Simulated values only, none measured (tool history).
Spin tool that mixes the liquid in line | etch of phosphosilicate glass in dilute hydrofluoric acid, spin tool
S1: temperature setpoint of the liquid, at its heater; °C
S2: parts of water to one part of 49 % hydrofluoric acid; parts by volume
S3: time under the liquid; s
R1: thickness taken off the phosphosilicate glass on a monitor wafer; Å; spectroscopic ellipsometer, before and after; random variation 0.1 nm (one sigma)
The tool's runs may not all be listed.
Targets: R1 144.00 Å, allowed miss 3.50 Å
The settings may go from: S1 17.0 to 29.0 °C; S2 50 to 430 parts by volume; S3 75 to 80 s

run	day	S1	S2	S3	R1
1	0.000	21.0	240	75	237.82
2	0.171	20.0	260	75	209.74
3	0.417	19.0	280	75	183.10
4	0.579	18.5	290	75	172.40
5	0.808	18.5	290	75	169.94
6	0.983	18.5	370	75	127.18
7	1.354	19.5	370	75	131.29
8	1.546	20.0	370	75	132.42
9	1.758	20.5	370	75	134.20
10	1.842	21.0	370	75	136.16

Which of these 4 next moves meets every target?
A	1.925	24.5	410	80	?
B	1.925	21.5	395	80	?
C	1.925	19.0	370	80	?
D	1.925	19.0	355	75	?

move	R1
A	142.15
B	135.30
C	135.20
D	133.76
A: meets every target
B: further off than the last run
C: further off than the last run
D: further off than the last run
Answer: A
